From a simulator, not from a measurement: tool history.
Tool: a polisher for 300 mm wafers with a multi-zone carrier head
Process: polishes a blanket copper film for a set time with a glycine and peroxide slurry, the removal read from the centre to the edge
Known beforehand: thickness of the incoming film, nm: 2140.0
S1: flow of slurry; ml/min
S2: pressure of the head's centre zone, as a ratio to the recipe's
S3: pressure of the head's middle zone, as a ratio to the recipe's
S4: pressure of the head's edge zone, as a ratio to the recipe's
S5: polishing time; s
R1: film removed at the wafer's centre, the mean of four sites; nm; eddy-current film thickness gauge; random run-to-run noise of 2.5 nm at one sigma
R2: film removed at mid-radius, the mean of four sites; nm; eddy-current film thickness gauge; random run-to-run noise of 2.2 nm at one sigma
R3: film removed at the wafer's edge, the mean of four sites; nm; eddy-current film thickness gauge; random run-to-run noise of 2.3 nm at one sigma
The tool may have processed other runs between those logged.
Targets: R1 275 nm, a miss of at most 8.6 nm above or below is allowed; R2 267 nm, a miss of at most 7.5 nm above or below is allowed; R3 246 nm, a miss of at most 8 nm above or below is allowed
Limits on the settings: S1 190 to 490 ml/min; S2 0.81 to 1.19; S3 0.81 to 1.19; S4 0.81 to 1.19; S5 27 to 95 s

run 1 hour=0 | S1=315 S2=1 S3=1 S4=1 S5=61 | R1=317.58 R2=302.97 R3=316.07
run 2 hour=8.2 | S1=315 S2=1 S3=1.01 S4=0.95 S5=58 | R1=299.51 R2=289.55 R3=292.64
run 3 hour=9.1 | S1=315 S2=1.03 S3=1.01 S4=0.95 S5=58 | R1=309.06 R2=286.91 R3=295.62
run 4 hour=10.7 | S1=315 S2=1.03 S3=1.09 S4=0.95 S5=58 | R1=305.44 R2=306.12 R3=294.32
run 5 hour=15.7 | S1=245 S2=1.03 S3=1.09 S4=0.95 S5=58 | R1=301.46 R2=299.69 R3=291.1
run 6 hour=18.7 | S1=245 S2=1.03 S3=1.04 S4=0.95 S5=58 | R1=299.5 R2=287.42 R3=292.77
run 7 hour=21.6 | S1=280 S2=1.04 S3=1.05 S4=0.92 S5=56 | R1=296.6 R2=282.39 R3=281.84
run 8 hour=23.5 | S1=300 S2=1.05 S3=1.07 S4=0.89 S5=54 | R1=293.28 R2=279.72 R3=261.25
run 9 hour=24.3 | S1=295 S2=1.04 S3=1.06 S4=0.87 S5=54 | R1=295.23 R2=278.07 R3=257.7
run 10 hour=25.3 | S1=275 S2=0.97 S3=1.04 S4=0.83 S5=52 | R1=257.6 R2=264.38 R3=245.64

Next run, 4 choices. One meets every target within its allowed miss, the rest don't. Which?
run A hour=26.3 | S1=340 S2=1.15 S3=1.04 S4=0.81 S5=49 | R1=? R2=? R3=?
run B hour=26.3 | S1=240 S2=1.06 S3=0.9 S4=0.88 S5=55 | R1=? R2=? R3=?
run C hour=26.3 | S1=260 S2=1.04 S3=1.07 S4=0.83 S5=52 | R1=? R2=? R3=?
run D hour=26.3 | S1=230 S2=0.97 S3=1.05 S4=0.81 S5=54 | R1=? R2=? R3=?

move=A R1=296.8 R2=252.63 R3=235.68
move=B R1=293.33 R2=245.91 R3=266.68
move=C R1=275.6 R2=265.92 R3=247.13
move=D R1=261.8 R2=267.9 R3=250.76
A: carries the result that was furthest off beyond its target, to the other side
B: carries the result that was furthest off beyond its target, to the other side
C: every result within its allowed miss
D: closes in on the targets versus the last run, not all within tolerance yet
The move that meets every target is C.
